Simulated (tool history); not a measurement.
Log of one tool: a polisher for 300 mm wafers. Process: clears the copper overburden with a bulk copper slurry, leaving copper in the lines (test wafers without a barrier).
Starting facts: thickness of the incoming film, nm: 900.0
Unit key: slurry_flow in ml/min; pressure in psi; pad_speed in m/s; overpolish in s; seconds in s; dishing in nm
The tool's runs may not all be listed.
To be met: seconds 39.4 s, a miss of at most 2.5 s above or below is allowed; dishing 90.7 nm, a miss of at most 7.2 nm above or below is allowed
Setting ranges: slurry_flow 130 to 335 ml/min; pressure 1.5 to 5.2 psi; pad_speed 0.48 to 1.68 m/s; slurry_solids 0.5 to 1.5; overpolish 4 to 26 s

Run 1, hour 0: slurry_flow 215 ml/min, pressure 3.3 psi, pad_speed 1.08 m/s, slurry_solids 1, overpolish 13 s. Result: seconds 81.312 s, dishing 67.197 nm.
Run 2, hour 5.1: slurry_flow 215 ml/min, pressure 3.9 psi, pad_speed 1.08 m/s, slurry_solids 1, overpolish 13 s. Result: seconds 67.86 s, dishing 73.248 nm.
Run 3, hour 7.4: slurry_flow 215 ml/min, pressure 3.9 psi, pad_speed 1.08 m/s, slurry_solids 0.8, overpolish 13 s. Result: seconds 71.698 s, dishing 73.3 nm.
Run 4, hour 15.8: slurry_flow 215 ml/min, pressure 3.9 psi, pad_speed 1.08 m/s, slurry_solids 0.8, overpolish 10 s. Result: seconds 71.939 s, dishing 63.905 nm.
Run 5, hour 23.6: slurry_flow 215 ml/min, pressure 4.3 psi, pad_speed 1.08 m/s, slurry_solids 0.8, overpolish 10 s. Result: seconds 64.774 s, dishing 62.72 nm.
Run 6, hour 29.9: slurry_flow 215 ml/min, pressure 4.4 psi, pad_speed 1.12 m/s, slurry_solids 0.8, overpolish 11 s. Result: seconds 62.043 s, dishing 70.459 nm.
Run 7, hour 33: slurry_flow 215 ml/min, pressure 4.5 psi, pad_speed 1.16 m/s, slurry_solids 0.8, overpolish 11 s. Result: seconds 57.944 s, dishing 74.199 nm.
Run 8, hour 35.1: slurry_flow 215 ml/min, pressure 4.6 psi, pad_speed 1.18 m/s, slurry_solids 0.8, overpolish 11 s. Result: seconds 56.263 s, dishing 72.085 nm.
Run 9, hour 35.6: slurry_flow 215 ml/min, pressure 4.6 psi, pad_speed 1.18 m/s, slurry_solids 0.8, overpolish 11 s. Result: seconds 55.133 s, dishing 75.878 nm.
Run 10, hour 38.1: slurry_flow 220 ml/min, pressure 5.2 psi, pad_speed 1.36 m/s, slurry_solids 0.85, overpolish 11 s. Result: seconds 41.676 s, dishing 82.654 nm.

5 candidate next runs follow, results not yet known. Just one meets every target within its allowed miss. Identify it.
Run A, hour 40.6: slurry_flow 220 ml/min, pressure 5.1 psi, pad_speed 1.38 m/s, slurry_solids 0.8, overpolish 8 s. Result: seconds ?, dishing ?.
Run B, hour 40.6: slurry_flow 220 ml/min, pressure 5.2 psi, pad_speed 1.48 m/s, slurry_solids 0.95, overpolish 7 s. Result: seconds ?, dishing ?.
Run C, hour 40.6: slurry_flow 220 ml/min, pressure 4.8 psi, pad_speed 1.44 m/s, slurry_solids 0.65, overpolish 11 s. Result: seconds ?, dishing ?.
Run D, hour 40.6: slurry_flow 310 ml/min, pressure 4.7 psi, pad_speed 1.38 m/s, slurry_solids 1.05, overpolish 10 s. Result: seconds ?, dishing ?.
Run E, hour 40.6: slurry_flow 165 ml/min, pressure 5.2 psi, pad_speed 1.5 m/s, slurry_solids 0.85, overpolish 19 s. Result: seconds ?, dishing ?.

move  seconds  dishing
   A   42.889   74.394
   B   37.856   74.201
   C   45.644   81.403
   D   42.158   80.878
   E    40.05   92.935
A: further off than the last run
B: further off than the last run
C: further off than the last run
D: further off than the last run
E: every result lands within tolerance
The right move is E.
